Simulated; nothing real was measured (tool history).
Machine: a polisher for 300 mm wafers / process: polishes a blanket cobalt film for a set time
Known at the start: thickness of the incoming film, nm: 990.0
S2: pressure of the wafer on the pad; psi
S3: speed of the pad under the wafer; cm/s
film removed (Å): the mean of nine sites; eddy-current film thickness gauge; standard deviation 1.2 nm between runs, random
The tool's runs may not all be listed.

Run 1, day 0.000: flow of slurry (ml/min) 280, S2 2.1 psi, S3 96 cm/s, polishing time (s) 48. Result: film removed (Å) 2560.20.
Run 2, day 0.212: flow of slurry (ml/min) 240, S2 2.1 psi, S3 96 cm/s, polishing time (s) 48. Result: film removed (Å) 2525.20.
Run 3, day 0.292: flow of slurry (ml/min) 240, S2 1.8 psi, S3 88 cm/s, polishing time (s) 48. Result: film removed (Å) 2031.20.
Run 4, day 0.438: flow of slurry (ml/min) 240, S2 1.8 psi, S3 106 cm/s, polishing time (s) 48. Result: film removed (Å) 2476.00.
Run 5, day 0.667: flow of slurry (ml/min) 240, S2 1.8 psi, S3 90 cm/s, polishing time (s) 48. Result: film removed (Å) 2087.80.
Run 6, day 0.900: flow of slurry (ml/min) 240, S2 1.6 psi, S3 84 cm/s, polishing time (s) 48. Result: film removed (Å) 1761.50.
Run 7, day 1.167: flow of slurry (ml/min) 240, S2 1.5 psi, S3 80 cm/s, polishing time (s) 48. Result: film removed (Å) 1640.40.
Run 8, day 1.462: flow of slurry (ml/min) 230, S2 1.0 psi, S3 56 cm/s, polishing time (s) 48. Result: film removed (Å) 860.54.
Run 9, day 1.521: flow of slurry (ml/min) 230, S2 1.1 psi, S3 56 cm/s, polishing time (s) 48. Result: film removed (Å) 928.92.

Expected results for the next run?
Run 10, day 1.725: flow of slurry (ml/min) 230, S2 1.2 psi, S3 56 cm/s, polishing time (s) 48. Result: film removed (Å) ?.

Run 10 yielded film removed (Å) 969.45.
